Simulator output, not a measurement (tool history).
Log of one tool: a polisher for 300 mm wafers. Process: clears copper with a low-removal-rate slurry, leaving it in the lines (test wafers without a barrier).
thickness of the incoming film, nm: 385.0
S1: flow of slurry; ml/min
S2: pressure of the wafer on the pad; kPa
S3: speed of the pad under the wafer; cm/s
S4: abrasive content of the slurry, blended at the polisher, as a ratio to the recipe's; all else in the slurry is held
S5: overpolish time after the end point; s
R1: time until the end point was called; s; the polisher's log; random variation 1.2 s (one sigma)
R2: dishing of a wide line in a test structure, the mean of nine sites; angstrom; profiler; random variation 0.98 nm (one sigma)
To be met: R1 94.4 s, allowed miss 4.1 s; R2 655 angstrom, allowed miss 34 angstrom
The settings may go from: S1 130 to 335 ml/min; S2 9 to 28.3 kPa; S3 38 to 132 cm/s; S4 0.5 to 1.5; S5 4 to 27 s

run 1 day=0 | S1=215 S2=18.6 S3=84 S4=1 S5=14 | R1=151.63 R2=293.73
run 2 day=0.146 | S1=215 S2=18.6 S3=84 S4=1 S5=10 | R1=150.57 R2=216.94
run 3 day=0.279 | S1=215 S2=18.6 S3=62 S4=1 S5=10 | R1=205.29 R2=171.67
run 4 day=0.475 | S1=215 S2=20 S3=70 S4=1 S5=13 | R1=173.98 R2=253.06
run 5 day=0.525 | S1=215 S2=17.9 S3=70 S4=1 S5=13 | R1=189.26 R2=231.21
run 6 day=0.842 | S1=215 S2=17.9 S3=50 S4=1 S5=13 | R1=260.84 R2=169.62
run 7 day=1.196 | S1=215 S2=20.7 S3=60 S4=1 S5=14 | R1=187.62 R2=249.97
run 8 day=1.508 | S1=215 S2=22.8 S3=66 S4=1 S5=15 | R1=157.31 R2=300.45
run 9 day=1.667 | S1=215 S2=24.1 S3=72 S4=1 S5=16 | R1=139.14 R2=373.42
run 10 day=1.821 | S1=215 S2=24.1 S3=72 S4=1 S5=16 | R1=138.35 R2=367.79
run 11 day=2 | S1=215 S2=24.8 S3=76 S4=1 S5=17 | R1=124.2 R2=421.49
-- day=2.246 head pressure recalibrated
run 12 day=2.246 | S1=215 S2=25.5 S3=78 S4=1 S5=18 | R1=132.16 R2=424.39
run 13 day=2.542 | S1=220 S2=26.2 S3=84 S4=1 S5=19 | R1=117.4 R2=482.87
run 14 day=2.662 | S1=220 S2=26.9 S3=88 S4=1 S5=20 | R1=109.48 R2=523.67
run 15 day=2.9 | S1=220 S2=26.9 S3=90 S4=1 S5=21 | R1=110.37 R2=553.32

Which of these 4 next moves meets every target?
run A day=3.138 | S1=165 S2=25.5 S3=82 S4=1.1 S5=18 | R1=? R2=?
run B day=3.138 | S1=230 S2=28.3 S3=82 S4=1.1 S5=25 | R1=? R2=?
run C day=3.138 | S1=235 S2=25.5 S3=110 S4=1 S5=23 | R1=? R2=?
run D day=3.138 | S1=185 S2=28.3 S3=102 S4=0.55 S5=27 | R1=? R2=?

move=A R1=126.08 R2=421.24
move=B R1=109.26 R2=612.35
move=C R1=92.602 R2=645.22
move=D R1=106.67 R2=658.63
A: further off than the last run
B: nearer than the last run, and not there yet
C: meets every target
D: nearer than the last run, and not there yet
Answer: C
